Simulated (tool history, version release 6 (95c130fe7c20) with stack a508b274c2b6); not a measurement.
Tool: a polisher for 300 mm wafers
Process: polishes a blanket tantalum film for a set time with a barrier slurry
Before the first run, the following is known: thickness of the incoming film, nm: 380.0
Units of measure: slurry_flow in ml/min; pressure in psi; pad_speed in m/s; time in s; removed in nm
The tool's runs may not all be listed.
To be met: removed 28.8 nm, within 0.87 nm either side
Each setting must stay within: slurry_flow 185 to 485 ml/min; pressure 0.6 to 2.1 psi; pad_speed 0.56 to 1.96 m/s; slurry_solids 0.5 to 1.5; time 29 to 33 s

run	day	slurry_flow	pressure	pad_speed	slurry_solids	time	removed
1	0	310	1.3	1.26	1	33	54.178
2	0.362	310	1.1	1.26	1	33	46.95
3	0.396	310	1.1	1.26	1.2	33	48.974
4	0.625	310	1	1.22	1.2	33	42.903
5	0.929	310	1	1.08	1.2	33	38.736
6	1.225	310	1.4	1.08	1.2	33	52.293
7	1.588	310	1.4	1.08	1.2	33	51.55
8	1.9	310	1.2	1.08	1.2	33	45.626
9	1.929	310	1	1.08	1.2	33	37.914
10	2.15	310	0.9	1.08	1.2	33	34.738
11	2.304	305	0.6	1.08	1.2	33	24.225

Pick the move, out of 5, that brings all results within their allowed miss; only one does.
A	2.458	250	0.7	1.28	1.35	29	?
B	2.458	240	0.6	1.14	1.25	30	?
C	2.458	310	0.6	1.02	1.2	33	?
D	2.458	340	0.8	1.22	1.1	29	?
E	2.458	345	0.7	1.26	1.3	32	?

move	removed
A	28.774
B	22.704
C	22.894
D	30.675
E	32.086
A: every result lands within tolerance
B: further off than the last run
C: further off than the last run
D: pushes the last run's worst result past its target
E: pushes the last run's worst result past its target
A meets every target.

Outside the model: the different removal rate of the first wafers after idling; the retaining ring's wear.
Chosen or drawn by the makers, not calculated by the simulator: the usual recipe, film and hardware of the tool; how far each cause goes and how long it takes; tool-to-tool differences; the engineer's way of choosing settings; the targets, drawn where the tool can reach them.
